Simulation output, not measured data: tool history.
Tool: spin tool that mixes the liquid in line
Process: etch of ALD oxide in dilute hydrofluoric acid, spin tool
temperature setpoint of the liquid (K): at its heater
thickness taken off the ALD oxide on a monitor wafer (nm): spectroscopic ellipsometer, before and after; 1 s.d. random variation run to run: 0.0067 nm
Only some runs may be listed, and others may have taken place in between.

run    day  temperature setpoint of the liquid (K)  parts of water to one part of 49 % hydrofluoric acid (parts by volume)  time under the liquid (s)  thickness taken off the ALD oxide on a monitor wafer (nm)
  1      0                                  298.15                                                                     105                         25                                                     2.2681
  2  0.154                                  298.15                                                                     105                         20                                                      1.803
  3  0.283                                  298.15                                                                     120                         20                                                     1.5504
  4  0.471                                  298.15                                                                     120                         25                                                     1.9363
  5  0.654                                  296.65                                                                     125                         25                                                     1.7422
  6  0.933                                  295.65                                                                     130                         25                                                     1.5911
  7  1.283                                  294.65                                                                     135                         25                                                     1.4728
  8  1.312                                  293.65                                                                     135                         25                                                     1.4238

Run 9 comes next. What will it give?
  9  1.442                                  293.15                                                                     135                         25                                                          ?

thickness taken off the ALD oxide on a monitor wafer (nm): 1.3867
